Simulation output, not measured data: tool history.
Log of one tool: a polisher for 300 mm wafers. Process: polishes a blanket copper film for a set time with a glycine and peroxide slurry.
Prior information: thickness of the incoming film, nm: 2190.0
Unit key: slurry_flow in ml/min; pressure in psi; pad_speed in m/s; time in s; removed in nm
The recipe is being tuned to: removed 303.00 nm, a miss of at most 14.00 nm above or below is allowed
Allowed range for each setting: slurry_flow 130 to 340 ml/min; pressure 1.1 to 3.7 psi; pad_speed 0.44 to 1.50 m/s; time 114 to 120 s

Run 1, day 0.000: slurry_flow 220 ml/min, pressure 2.4 psi, pad_speed 0.96 m/s, time 114 s. Result: removed 642.17 nm.
Run 2, day 0.079: slurry_flow 220 ml/min, pressure 2.4 psi, pad_speed 1.16 m/s, time 114 s. Result: removed 729.93 nm.
Run 3, day 0.300: slurry_flow 210 ml/min, pressure 2.0 psi, pad_speed 0.96 m/s, time 114 s. Result: removed 545.07 nm.
Run 4, day 0.604: slurry_flow 210 ml/min, pressure 1.7 psi, pad_speed 0.96 m/s, time 114 s. Result: removed 486.98 nm.
Run 5, day 0.754: slurry_flow 205 ml/min, pressure 1.5 psi, pad_speed 0.86 m/s, time 114 s. Result: removed 404.92 nm.
Run 6, day 0.829: slurry_flow 205 ml/min, pressure 1.4 psi, pad_speed 0.82 m/s, time 114 s. Result: removed 379.12 nm.
Run 7, day 1.042: slurry_flow 205 ml/min, pressure 1.3 psi, pad_speed 0.78 m/s, time 114 s. Result: removed 341.65 nm.
Run 8, day 1.346: slurry_flow 205 ml/min, pressure 1.2 psi, pad_speed 0.76 m/s, time 114 s. Result: removed 323.68 nm.

5 next moves are on the table. One of them brings every result within its allowed miss. Which?
Run A, day 1.650: slurry_flow 200 ml/min, pressure 1.1 psi, pad_speed 0.60 m/s, time 114 s. Result: removed ?.
Run B, day 1.650: slurry_flow 205 ml/min, pressure 1.3 psi, pad_speed 0.62 m/s, time 114 s. Result: removed ?.
Run C, day 1.650: slurry_flow 185 ml/min, pressure 1.1 psi, pad_speed 0.66 m/s, time 114 s. Result: removed ?.
Run D, day 1.650: slurry_flow 215 ml/min, pressure 1.1 psi, pad_speed 0.64 m/s, time 114 s. Result: removed ?.
Run E, day 1.650: slurry_flow 190 ml/min, pressure 1.1 psi, pad_speed 0.52 m/s, time 120 s. Result: removed ?.

move  removed
   A   268.94
   B   301.00
   C   280.94
   D   280.31
   E   261.88
A: carries the result that was furthest off beyond its target, to the other side
B: every result lands within tolerance
C: carries the result that was furthest off beyond its target, to the other side
D: carries the result that was furthest off beyond its target, to the other side
E: carries the result that was furthest off beyond its target, to the other side
Correct choice: B, which meets every target
